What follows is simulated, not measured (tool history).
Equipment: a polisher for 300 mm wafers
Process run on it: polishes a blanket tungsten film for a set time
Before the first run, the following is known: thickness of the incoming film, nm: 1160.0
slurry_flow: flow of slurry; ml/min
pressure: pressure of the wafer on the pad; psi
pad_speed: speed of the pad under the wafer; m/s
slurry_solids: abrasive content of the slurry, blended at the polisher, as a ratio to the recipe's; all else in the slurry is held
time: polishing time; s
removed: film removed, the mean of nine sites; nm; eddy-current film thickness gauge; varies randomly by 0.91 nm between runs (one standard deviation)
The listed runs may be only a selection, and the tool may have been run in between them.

run,hour,slurry_flow,pressure,pad_speed,slurry_solids,time,removed
1,0,150,3.6,1.12,1,28,131.28
2,0.6,150,3,1.12,1,28,110.36
3,9,150,3.4,1.12,1,28,122.38
4,9.9,150,3.4,1.32,1,28,142.06
5,10.8,150,2.8,1.24,1,28,111.06
6,18.6,150,2.8,1.24,0.8,28,103.71
7,23.7,150,2.4,1.22,0.8,28,86.768

Run 8, settings as shown, results not yet in. Your forecast:
8,27.1,150,2.2,1.22,0.8,28,?

Run 8 measured removed 80.219 nm.
